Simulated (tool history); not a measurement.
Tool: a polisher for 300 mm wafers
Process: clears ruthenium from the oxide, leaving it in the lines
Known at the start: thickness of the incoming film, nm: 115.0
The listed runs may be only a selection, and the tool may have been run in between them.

run  hour  flow of slurry (ml/min)  pressure of the wafer on the pad (kPa)  speed of the pad under the wafer (cm/s)  overpolish time after the end point (s)  time until the end point was called (s)
  1     0                      280                                    17.2                                       98                                       47                                   92.348
  2   1.4                      280                                    15.9                                       96                                       47                                   100.52
  3   6.4                      280                                    14.5                                       94                                       47                                   115.55
  4  11.3                      280                                    13.8                                       94                                       47                                   115.13
  5  16.2                      280                                    13.1                                       92                                       47                                   130.07
  6  17.2                      245                                    13.1                                       92                                       47                                   130.78
  7  24.4                      245                                    12.4                                       92                                       47                                   129.64

Forecast run 8:
  8  31.1                      245                                    12.4                                       92                                       47                                        ?

Run 8 yielded time until the end point was called (s) 133.47.
